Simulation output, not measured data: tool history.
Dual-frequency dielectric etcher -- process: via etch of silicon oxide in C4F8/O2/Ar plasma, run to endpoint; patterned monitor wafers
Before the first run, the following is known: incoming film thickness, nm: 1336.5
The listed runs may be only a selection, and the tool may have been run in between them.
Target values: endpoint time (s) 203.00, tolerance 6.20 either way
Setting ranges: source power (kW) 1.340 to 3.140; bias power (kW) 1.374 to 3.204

{"run": 1, "day": 0.0, "source power (kW)": 2.24, "bias power (kW)": 2.289, "endpoint time (s)": 256.34}
{"run": 2, "day": 0.35, "source power (kW)": 2.05, "bias power (kW)": 2.289, "endpoint time (s)": 272.93}
{"run": 3, "day": 0.717, "source power (kW)": 2.05, "bias power (kW)": 2.453, "endpoint time (s)": 264.39}
{"run": 4, "day": 0.808, "source power (kW)": 2.05, "bias power (kW)": 2.758, "endpoint time (s)": 246.08}
{"run": 5, "day": 1.167, "source power (kW)": 2.05, "bias power (kW)": 2.405, "endpoint time (s)": 265.77}
{"run": 6, "day": 1.383, "source power (kW)": 1.71, "bias power (kW)": 2.405, "endpoint time (s)": 299.29}
{"run": 7, "day": 1.717, "source power (kW)": 1.99, "bias power (kW)": 2.454, "endpoint time (s)": 274.7}
{"run": 8, "day": 1.867, "source power (kW)": 2.2, "bias power (kW)": 2.492, "endpoint time (s)": 250.97}
{"run": 9, "day": 2.1, "source power (kW)": 2.36, "bias power (kW)": 2.524, "endpoint time (s)": 242.7}

Exactly one of the 5 candidate moves below puts every result within its allowed miss. Which one?
{"run": "A", "day": 2.333, "source power (kW)": 1.67, "bias power (kW)": 2.148, "endpoint time (s)": "?"}
{"run": "B", "day": 2.333, "source power (kW)": 1.78, "bias power (kW)": 1.952, "endpoint time (s)": "?"}
{"run": "C", "day": 2.333, "source power (kW)": 2.89, "bias power (kW)": 2.85, "endpoint time (s)": "?"}
{"run": "D", "day": 2.333, "source power (kW)": 2.48, "bias power (kW)": 2.715, "endpoint time (s)": "?"}
{"run": "E", "day": 2.333, "source power (kW)": 2.67, "bias power (kW)": 2.569, "endpoint time (s)": "?"}

move=A endpoint_time_(s)=323.19
move=B endpoint_time_(s)=324.36
move=C endpoint_time_(s)=205.03
move=D endpoint_time_(s)=227.40
move=E endpoint_time_(s)=223.79
A: its largest miss is bigger than the last run's
B: its largest miss is bigger than the last run's
C: meets every target
D: nearer than the last run, and not there yet
E: nearer than the last run, and not there yet
C meets every target.

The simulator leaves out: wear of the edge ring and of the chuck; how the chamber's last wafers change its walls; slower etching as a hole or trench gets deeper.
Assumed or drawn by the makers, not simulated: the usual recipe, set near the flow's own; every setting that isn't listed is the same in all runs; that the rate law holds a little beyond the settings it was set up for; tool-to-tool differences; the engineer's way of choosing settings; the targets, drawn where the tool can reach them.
